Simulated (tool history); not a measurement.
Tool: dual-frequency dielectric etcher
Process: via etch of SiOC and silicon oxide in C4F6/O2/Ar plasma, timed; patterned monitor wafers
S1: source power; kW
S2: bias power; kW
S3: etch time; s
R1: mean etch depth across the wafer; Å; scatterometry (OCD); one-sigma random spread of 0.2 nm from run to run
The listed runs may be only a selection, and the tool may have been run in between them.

run	hour	S1	S2	S3	R1
1	0	0.3	0.156	54	490.53
2	6.6	0.29	0.149	53.5	464.17
3	12.2	0.28	0.147	53.5	453.37
4	19.1	0.34	0.147	53.5	498.92
5	27	0.34	0.12	53.5	446.98
6	30.5	0.34	0.137	53.5	481.95

Run 7 is up next; what results do you expect?
7	31.5	0.32	0.136	53.5	?

R1: 467.11 Å
